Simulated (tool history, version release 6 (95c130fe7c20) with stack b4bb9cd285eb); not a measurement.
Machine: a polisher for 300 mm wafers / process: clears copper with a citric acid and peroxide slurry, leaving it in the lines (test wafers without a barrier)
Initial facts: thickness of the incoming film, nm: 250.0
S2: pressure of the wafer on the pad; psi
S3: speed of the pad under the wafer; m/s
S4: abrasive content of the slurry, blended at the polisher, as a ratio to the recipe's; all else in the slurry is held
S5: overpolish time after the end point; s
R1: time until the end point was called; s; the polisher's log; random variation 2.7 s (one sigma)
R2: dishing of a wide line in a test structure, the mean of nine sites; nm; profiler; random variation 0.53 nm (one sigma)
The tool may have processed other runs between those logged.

run 1 hour=0 | flow_of_slurry_(ml/min)=125 S2=2.3 S3=0.86 S4=1 S5=22 | R1=145.94 R2=24.668
run 2 hour=2.8 | flow_of_slurry_(ml/min)=125 S2=2.3 S3=0.98 S4=1 S5=22 | R1=130 R2=26.429
run 3 hour=4.9 | flow_of_slurry_(ml/min)=125 S2=2.3 S3=0.98 S4=0.8 S5=22 | R1=132.55 R2=25.838
run 4 hour=6.3 | flow_of_slurry_(ml/min)=125 S2=2.3 S3=0.98 S4=0.8 S5=14 | R1=135.64 R2=17.173
run 5 hour=8.1 | flow_of_slurry_(ml/min)=125 S2=2.3 S3=0.96 S4=0.8 S5=16 | R1=139.81 R2=19.096
run 6 hour=9 | flow_of_slurry_(ml/min)=125 S2=2.3 S3=0.94 S4=0.8 S5=18 | R1=137.4 R2=20.942
run 7 hour=16.9 | flow_of_slurry_(ml/min)=125 S2=2.3 S3=0.92 S4=0.8 S5=20 | R1=139.15 R2=22.184
run 8 hour=23.9 | flow_of_slurry_(ml/min)=125 S2=2.3 S3=0.92 S4=0.8 S5=22 | R1=143.33 R2=24.118
run 9 hour=32.7 | flow_of_slurry_(ml/min)=125 S2=2.3 S3=0.92 S4=0.8 S5=23 | R1=138.53 R2=24.79

The next listed run, before its measurement:
run 10 hour=33.6 | flow_of_slurry_(ml/min)=125 S2=2.3 S3=0.92 S4=0.8 S5=23 | R1=? R2=?

{"run 10": {"R1": 145.91, "R2": 25.493}}

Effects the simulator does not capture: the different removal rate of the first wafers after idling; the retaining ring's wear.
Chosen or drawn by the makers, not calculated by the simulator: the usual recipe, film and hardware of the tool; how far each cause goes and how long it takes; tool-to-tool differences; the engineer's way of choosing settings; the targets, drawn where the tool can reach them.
